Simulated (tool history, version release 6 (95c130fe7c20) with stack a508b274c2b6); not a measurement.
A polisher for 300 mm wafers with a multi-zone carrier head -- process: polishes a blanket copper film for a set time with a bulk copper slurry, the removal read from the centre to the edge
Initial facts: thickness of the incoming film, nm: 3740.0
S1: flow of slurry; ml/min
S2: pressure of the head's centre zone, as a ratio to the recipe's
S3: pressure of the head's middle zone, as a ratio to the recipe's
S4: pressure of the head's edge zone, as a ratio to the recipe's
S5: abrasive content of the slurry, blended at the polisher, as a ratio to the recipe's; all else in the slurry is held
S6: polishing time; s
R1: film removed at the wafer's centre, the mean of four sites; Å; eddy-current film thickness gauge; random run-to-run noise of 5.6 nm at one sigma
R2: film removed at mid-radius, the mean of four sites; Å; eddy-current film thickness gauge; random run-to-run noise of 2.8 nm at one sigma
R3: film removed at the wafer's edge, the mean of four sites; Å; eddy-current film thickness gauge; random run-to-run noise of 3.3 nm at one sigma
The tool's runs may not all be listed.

run  hour   S1    S2  S3    S4    S5  S6      R1      R2      R3
  1     0  255     1   1     1     1  63  7257.5  6597.7  6590.4
  2   2.4  255     1   1  1.07     1  63  7473.3    6545  6834.2
  3   8.5  255  1.06   1  1.07     1  63  7689.3    6474  6761.7
  4  10.3  245  1.03   1  1.08  0.95  61  7283.8  6246.9  6529.9
  5  17.6  245  1.03   1  1.04  0.95  61  7340.5  6237.7  6439.7
  6  22.3  245  1.03   1  1.04   0.8  61  6897.8  5984.8  6223.6
  7  24.4  250  1.01   1  1.06  0.75  59  6565.8  5760.8  5974.9

Run 8 is up next; what results do you expect?
  8  29.9  180  0.91  0.92  1.16  0.8  48   ?   ?   ?

{"run 8": {"R1": 4631, "R2": 4213.4, "R3": 4965.5}}

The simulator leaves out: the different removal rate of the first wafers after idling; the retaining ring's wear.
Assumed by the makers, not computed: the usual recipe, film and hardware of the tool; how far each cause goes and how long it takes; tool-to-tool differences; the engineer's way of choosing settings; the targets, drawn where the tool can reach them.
